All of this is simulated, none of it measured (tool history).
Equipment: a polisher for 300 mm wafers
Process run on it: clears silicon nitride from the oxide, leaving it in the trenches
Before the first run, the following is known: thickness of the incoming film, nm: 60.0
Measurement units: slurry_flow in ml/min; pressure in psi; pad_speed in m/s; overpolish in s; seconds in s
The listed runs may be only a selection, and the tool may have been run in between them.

run  hour  slurry_flow  pressure  pad_speed  overpolish  seconds
  1     0          285       3.3       0.78          53   89.643
  2   8.7          285       3.1       0.76          53    98.84
  3  16.8          285       3.1       0.76          56   95.222
  4  17.9          285       2.9       0.74          56   105.29
  5  19.2          285       2.7       0.72          56   116.76
  6  27.2          285       2.4       0.72          56   133.11
  7  29.7          285       2.4       0.72          56   133.29
  8  31.5          285       2.3       0.72          56   141.24
  9  35.8          285       2.2       0.72          56   146.61

What does the tool deliver on the next run?
 10    39          285       2.1       0.72          56        ?

For run 10 the tool returned seconds 149.29 s.
